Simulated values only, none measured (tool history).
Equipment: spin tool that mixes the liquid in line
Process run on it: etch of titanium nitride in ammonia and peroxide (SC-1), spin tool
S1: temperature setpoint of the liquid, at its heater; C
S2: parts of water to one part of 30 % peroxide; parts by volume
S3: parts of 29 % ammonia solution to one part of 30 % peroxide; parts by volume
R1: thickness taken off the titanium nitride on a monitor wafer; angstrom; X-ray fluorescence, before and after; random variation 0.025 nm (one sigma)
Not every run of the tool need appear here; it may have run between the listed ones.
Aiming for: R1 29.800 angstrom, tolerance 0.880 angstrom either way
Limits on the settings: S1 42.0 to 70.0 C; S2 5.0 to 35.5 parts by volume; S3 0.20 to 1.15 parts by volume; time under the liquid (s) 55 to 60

Run 1, hour 0.0: S1 58.0 C, S2 19.5 parts by volume, S3 0.65 parts by volume, time under the liquid (s) 55. Result: R1 69.534 angstrom.
Run 2, hour 1.4: S1 55.5 C, S2 19.5 parts by volume, S3 0.65 parts by volume, time under the liquid (s) 55. Result: R1 59.583 angstrom.
Run 3, hour 6.8: S1 53.5 C, S2 19.5 parts by volume, S3 0.65 parts by volume, time under the liquid (s) 55. Result: R1 52.304 angstrom.
Run 4, hour 11.7: S1 52.0 C, S2 19.5 parts by volume, S3 0.65 parts by volume, time under the liquid (s) 55. Result: R1 47.029 angstrom.
Run 5, hour 20.5: S1 52.0 C, S2 19.5 parts by volume, S3 0.65 parts by volume, time under the liquid (s) 60. Result: R1 51.018 angstrom.
Run 6, hour 28.2: S1 50.5 C, S2 19.5 parts by volume, S3 0.65 parts by volume, time under the liquid (s) 60. Result: R1 46.039 angstrom.
Run 7, hour 33.7: S1 49.5 C, S2 19.5 parts by volume, S3 0.65 parts by volume, time under the liquid (s) 60. Result: R1 42.942 angstrom.
Run 8, hour 36.1: S1 48.5 C, S2 19.5 parts by volume, S3 0.65 parts by volume, time under the liquid (s) 60. Result: R1 40.507 angstrom.
Run 9, hour 44.3: S1 47.5 C, S2 19.5 parts by volume, S3 0.65 parts by volume, time under the liquid (s) 60. Result: R1 36.774 angstrom.
Run 10, hour 51.5: S1 47.0 C, S2 19.5 parts by volume, S3 0.65 parts by volume, time under the liquid (s) 60. Result: R1 35.895 angstrom.
Run 11, hour 53.6: S1 46.5 C, S2 19.5 parts by volume, S3 0.65 parts by volume, time under the liquid (s) 60. Result: R1 34.508 angstrom.
Run 12, hour 61.4: S1 46.0 C, S2 19.5 parts by volume, S3 0.65 parts by volume, time under the liquid (s) 60. Result: R1 33.455 angstrom.
Run 13, hour 68.6: S1 45.5 C, S2 19.5 parts by volume, S3 0.65 parts by volume, time under the liquid (s) 60. Result: R1 32.355 angstrom.
Run 14, hour 74.7: S1 45.5 C, S2 19.5 parts by volume, S3 0.65 parts by volume, time under the liquid (s) 60. Result: R1 32.645 angstrom.

Of the 4 settings listed for the next run, only one would bring every result within its allowed miss of target. Which one?
Run A, hour 80.8: S1 42.5 C, S2 16.0 parts by volume, S3 0.55 parts by volume, time under the liquid (s) 60. Result: R1 ?.
Run B, hour 80.8: S1 45.5 C, S2 19.0 parts by volume, S3 0.55 parts by volume, time under the liquid (s) 60. Result: R1 ?.
Run C, hour 80.8: S1 45.0 C, S2 21.5 parts by volume, S3 0.70 parts by volume, time under the liquid (s) 55. Result: R1 ?.
Run D, hour 80.8: S1 43.0 C, S2 17.5 parts by volume, S3 0.80 parts by volume, time under the liquid (s) 60. Result: R1 ?.

move      R1
   A  28.063
   B  31.715
   C  27.367
   D  29.631
A: carries the result that was furthest off beyond its target, to the other side
B: nearer than the last run, and not there yet
C: carries the result that was furthest off beyond its target, to the other side
D: meets every target
Answer: D

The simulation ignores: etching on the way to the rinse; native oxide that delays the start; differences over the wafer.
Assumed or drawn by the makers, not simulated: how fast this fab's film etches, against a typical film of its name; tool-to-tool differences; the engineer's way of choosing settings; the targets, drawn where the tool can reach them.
